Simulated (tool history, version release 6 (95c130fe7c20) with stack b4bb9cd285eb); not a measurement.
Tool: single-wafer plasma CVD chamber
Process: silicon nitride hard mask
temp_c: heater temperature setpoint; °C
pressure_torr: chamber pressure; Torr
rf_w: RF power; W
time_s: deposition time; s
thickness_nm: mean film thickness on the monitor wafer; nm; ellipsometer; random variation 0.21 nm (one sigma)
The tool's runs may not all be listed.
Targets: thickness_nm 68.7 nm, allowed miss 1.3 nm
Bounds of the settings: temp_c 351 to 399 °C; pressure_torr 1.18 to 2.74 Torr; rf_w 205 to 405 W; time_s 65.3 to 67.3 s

run    day  temp_c  pressure_torr  rf_w  time_s  thickness_nm
  1      0     375           1.96   305    65.3        79.167
  2  0.079     375           1.83   300    65.3        77.442
  3  0.125     375           1.61   300    65.3        75.381
  4  0.312     375           1.61   300    65.3        75.304
     0.625  -- thermocouple changed; heater temperature recalibrated
  5  0.625     375           1.61   300    67.3        77.293
  6  0.708     375           1.73   300    67.3        79.039
  7  0.742     375           1.64   290    67.2        76.174
  8  0.912     375           1.57   285    67.1        74.571

Which of these 4 next moves meets every target?
  A  1.083     387           1.24   300    65.5             ?
  B  1.083     376           1.62   285    67.3             ?
  C  1.083     376           1.59   265    65.3             ?
  D  1.083     376           1.55   305    67.3             ?

move  thickness_nm
   A        71.693
   B        75.466
   C        69.334
   D        78.317
A: nearer than the last run, and not there yet
B: further off than the last run
C: meets every target
D: further off than the last run
The right move is C.

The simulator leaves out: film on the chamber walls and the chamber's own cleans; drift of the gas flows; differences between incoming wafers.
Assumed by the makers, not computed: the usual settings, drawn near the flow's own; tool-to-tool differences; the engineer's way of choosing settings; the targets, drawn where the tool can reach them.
